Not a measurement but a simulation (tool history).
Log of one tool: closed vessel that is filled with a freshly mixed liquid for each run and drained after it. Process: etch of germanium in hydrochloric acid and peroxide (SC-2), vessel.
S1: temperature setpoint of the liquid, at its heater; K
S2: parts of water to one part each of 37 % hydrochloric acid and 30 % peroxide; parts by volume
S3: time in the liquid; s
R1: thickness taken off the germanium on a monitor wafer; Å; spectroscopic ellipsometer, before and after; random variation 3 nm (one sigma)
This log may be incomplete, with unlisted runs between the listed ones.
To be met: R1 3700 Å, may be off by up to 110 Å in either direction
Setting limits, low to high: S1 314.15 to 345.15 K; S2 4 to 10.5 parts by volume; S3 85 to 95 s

run  hour      S1   S2  S3      R1
  1     0  330.15  5.5  85  3028.1
  2     1  331.15  5.5  85  3153.7
  3    10  332.15  5.5  85  3264.1
  4  12.4  332.65  5.5  85  3267.8
  5  14.2  332.65    4  85  3297.5
  6  16.3  332.65    4  85  3289.3
  7  21.1  333.15    4  85  3370.1
  8  23.3  333.65    4  85  3407.2
  9  31.5  334.15    4  85  3430.8
 10  39.2  334.65    4  85  3490.7
 11  40.2  335.15    4  85  3557.5

Next run, 4 choices. One meets every target within its allowed miss, the rest don't. Which?
  A  41.2  332.65   4  90   ?
  B  41.2  336.15   4  85   ?
  C  41.2  332.65   4  85   ?
  D  41.2  331.15   4  90   ?

move      R1
   A  3544.4
   B  3719.2
   C  3347.5
   D  3385.6
A: its largest miss is bigger than the last run's
B: every result within its allowed miss
C: its largest miss is bigger than the last run's
D: its largest miss is bigger than the last run's
Move B is the one to make.

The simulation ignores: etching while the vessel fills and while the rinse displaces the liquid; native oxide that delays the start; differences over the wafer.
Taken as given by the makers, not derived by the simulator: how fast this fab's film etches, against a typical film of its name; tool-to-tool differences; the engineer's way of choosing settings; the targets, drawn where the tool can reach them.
